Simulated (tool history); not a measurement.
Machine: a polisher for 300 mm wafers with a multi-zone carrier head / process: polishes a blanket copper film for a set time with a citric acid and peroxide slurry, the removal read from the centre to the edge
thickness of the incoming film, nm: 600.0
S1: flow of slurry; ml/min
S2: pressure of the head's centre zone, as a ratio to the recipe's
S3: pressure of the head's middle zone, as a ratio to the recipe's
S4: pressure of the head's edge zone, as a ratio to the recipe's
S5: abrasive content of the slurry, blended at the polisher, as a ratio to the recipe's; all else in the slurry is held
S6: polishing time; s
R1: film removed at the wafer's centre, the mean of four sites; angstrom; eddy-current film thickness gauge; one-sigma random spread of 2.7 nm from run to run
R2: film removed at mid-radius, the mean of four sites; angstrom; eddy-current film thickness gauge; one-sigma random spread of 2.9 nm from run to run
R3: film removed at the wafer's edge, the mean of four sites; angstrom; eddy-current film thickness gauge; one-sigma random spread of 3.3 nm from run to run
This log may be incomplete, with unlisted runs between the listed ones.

Run 1, day 0.000: S1 270 ml/min, S2 1.00, S3 1.00, S4 1.00, S5 1.0, S6 72 s. Result: R1 1793.2 angstrom, R2 1776.6 angstrom, R3 1769.7 angstrom.
Run 2, day 0.175: S1 270 ml/min, S2 1.00, S3 1.00, S4 1.00, S5 1.0, S6 86 s. Result: R1 2157.2 angstrom, R2 2142.7 angstrom, R3 2121.8 angstrom.
Run 3, day 0.267: S1 270 ml/min, S2 0.95, S3 1.00, S4 1.00, S5 1.0, S6 86 s. Result: R1 2042.8 angstrom, R2 2130.0 angstrom, R3 2117.2 angstrom.
Run 4, day 0.617: S1 270 ml/min, S2 0.95, S3 1.00, S4 1.07, S5 1.0, S6 86 s. Result: R1 2062.1 angstrom, R2 2157.2 angstrom, R3 2131.8 angstrom.
Run 5, day 0.958: S1 270 ml/min, S2 0.95, S3 1.00, S4 1.03, S5 1.0, S6 86 s. Result: R1 2062.3 angstrom, R2 2142.8 angstrom, R3 2143.4 angstrom.
Run 6, day 1.042: S1 270 ml/min, S2 0.95, S3 1.00, S4 0.95, S5 1.0, S6 86 s. Result: R1 2030.9 angstrom, R2 2128.8 angstrom, R3 2021.3 angstrom.
Run 7, day 1.200: S1 270 ml/min, S2 0.93, S3 1.01, S4 1.01, S5 1.1, S6 87 s. Result: R1 2075.5 angstrom, R2 2283.4 angstrom, R3 2208.3 angstrom.

Expected results for the next run?
Run 8, day 1.292: S1 280 ml/min, S2 0.92, S3 1.00, S4 1.11, S5 1.2, S6 87 s. Result: R1 ?, R2 ?, R3 ?.

{"run 8": {"R1": 2123.8, "R2": 2291.1, "R3": 2324.1}}
